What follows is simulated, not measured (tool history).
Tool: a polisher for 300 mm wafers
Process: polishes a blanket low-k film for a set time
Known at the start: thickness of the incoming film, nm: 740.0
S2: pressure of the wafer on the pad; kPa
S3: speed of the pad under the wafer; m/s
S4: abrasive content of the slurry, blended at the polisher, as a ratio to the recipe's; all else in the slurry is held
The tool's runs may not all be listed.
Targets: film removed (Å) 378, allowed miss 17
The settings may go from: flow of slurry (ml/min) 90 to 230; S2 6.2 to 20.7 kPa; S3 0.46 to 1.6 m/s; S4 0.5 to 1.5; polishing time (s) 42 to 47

{"run": 1, "hour": 0.0, "flow of slurry (ml/min)": 150, "S2": 13.1, "S3": 1.02, "S4": 1, "polishing time (s)": 47, "film removed (Å)": 237.44}
{"run": 2, "hour": 8.1, "flow of slurry (ml/min)": 125, "S2": 13.1, "S3": 1.02, "S4": 1, "polishing time (s)": 47, "film removed (Å)": 235.23}
{"run": 3, "hour": 13.9, "flow of slurry (ml/min)": 125, "S2": 13.8, "S3": 1.02, "S4": 1, "polishing time (s)": 47, "film removed (Å)": 238.41}
{"run": 4, "hour": 18.1, "flow of slurry (ml/min)": 90, "S2": 13.8, "S3": 1.02, "S4": 1, "polishing time (s)": 47, "film removed (Å)": 221.84}
{"run": 5, "hour": 26.0, "flow of slurry (ml/min)": 90, "S2": 13.8, "S3": 1.02, "S4": 1, "polishing time (s)": 42, "film removed (Å)": 191.99}
{"run": 6, "hour": 28.7, "flow of slurry (ml/min)": 90, "S2": 13.8, "S3": 1.02, "S4": 1, "polishing time (s)": 42, "film removed (Å)": 194.96}
{"run": 7, "hour": 32.1, "flow of slurry (ml/min)": 105, "S2": 14.5, "S3": 1.02, "S4": 1, "polishing time (s)": 42, "film removed (Å)": 207.6}
{"run": 8, "hour": 36.3, "flow of slurry (ml/min)": 115, "S2": 15.2, "S3": 1.06, "S4": 1, "polishing time (s)": 42, "film removed (Å)": 224.92}
{"run": 9, "hour": 37.9, "flow of slurry (ml/min)": 125, "S2": 15.9, "S3": 1.1, "S4": 1, "polishing time (s)": 42, "film removed (Å)": 241.62}
{"run": 10, "hour": 45.2, "flow of slurry (ml/min)": 125, "S2": 15.9, "S3": 1.1, "S4": 1, "polishing time (s)": 42, "film removed (Å)": 249.24}
{"run": 11, "hour": 48.6, "flow of slurry (ml/min)": 135, "S2": 20, "S3": 1.16, "S4": 1, "polishing time (s)": 42, "film removed (Å)": 307.06}
{"run": 12, "hour": 52.5, "flow of slurry (ml/min)": 140, "S2": 20, "S3": 1.18, "S4": 1, "polishing time (s)": 42, "film removed (Å)": 316.87}
{"run": 13, "hour": 59.0, "flow of slurry (ml/min)": 145, "S2": 20, "S3": 1.2, "S4": 1, "polishing time (s)": 42, "film removed (Å)": 318.71}
{"run": 14, "hour": 61.7, "flow of slurry (ml/min)": 150, "S2": 20, "S3": 1.22, "S4": 1, "polishing time (s)": 42, "film removed (Å)": 327.22}
{"run": 15, "hour": 62.4, "flow of slurry (ml/min)": 160, "S2": 20.7, "S3": 1.32, "S4": 1, "polishing time (s)": 42, "film removed (Å)": 358.68}

4 next moves are on the table. One of them brings every result within its allowed miss. Which?
{"run": "A", "hour": 63.1, "flow of slurry (ml/min)": 140, "S2": 20.7, "S3": 1.28, "S4": 1.15, "polishing time (s)": 47, "film removed (Å)": "?"}
{"run": "B", "hour": 63.1, "flow of slurry (ml/min)": 155, "S2": 20, "S3": 1.18, "S4": 0.9, "polishing time (s)": 43, "film removed (Å)": "?"}
{"run": "C", "hour": 63.1, "flow of slurry (ml/min)": 190, "S2": 20.7, "S3": 1.52, "S4": 0.95, "polishing time (s)": 44, "film removed (Å)": "?"}
{"run": "D", "hour": 63.1, "flow of slurry (ml/min)": 160, "S2": 20.7, "S3": 1.36, "S4": 1.1, "polishing time (s)": 42, "film removed (Å)": "?"}

move=A film_removed_(Å)=404.29
move=B film_removed_(Å)=312.13
move=C film_removed_(Å)=415.41
move=D film_removed_(Å)=379.45
A: takes the result that was furthest off past its target
B: further off than the last run
C: takes the result that was furthest off past its target
D: meets every target
Answer: D
